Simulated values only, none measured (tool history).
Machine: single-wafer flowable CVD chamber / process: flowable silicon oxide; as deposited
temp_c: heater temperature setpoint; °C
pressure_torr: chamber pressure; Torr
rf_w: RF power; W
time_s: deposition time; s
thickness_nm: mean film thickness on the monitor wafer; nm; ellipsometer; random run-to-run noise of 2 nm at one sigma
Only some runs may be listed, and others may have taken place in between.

Run 1, hour 0.0: temp_c 105 °C, pressure_torr 0.825 Torr, rf_w 1985 W, time_s 585 s. Result: thickness_nm 289.05 nm.
Run 2, hour 6.1: temp_c 105 °C, pressure_torr 0.951 Torr, rf_w 1985 W, time_s 585 s. Result: thickness_nm 332.34 nm.
Run 3, hour 14.5: temp_c 101 °C, pressure_torr 0.951 Torr, rf_w 1985 W, time_s 585 s. Result: thickness_nm 385.48 nm.
Run 4, hour 17.4: temp_c 99 °C, pressure_torr 0.951 Torr, rf_w 1985 W, time_s 585 s. Result: thickness_nm 418.80 nm.
Run 5, hour 26.4: temp_c 99 °C, pressure_torr 0.951 Torr, rf_w 1985 W, time_s 556 s. Result: thickness_nm 398.51 nm.
Run 6, hour 30.0: temp_c 99 °C, pressure_torr 0.951 Torr, rf_w 1985 W, time_s 556 s. Result: thickness_nm 396.32 nm.

Run 7 is up next; what results do you expect?
Run 7, hour 32.3: temp_c 97 °C, pressure_torr 0.951 Torr, rf_w 1985 W, time_s 556 s. Result: thickness_nm ?.

{"run 7": {"thickness_nm": 424.93}}
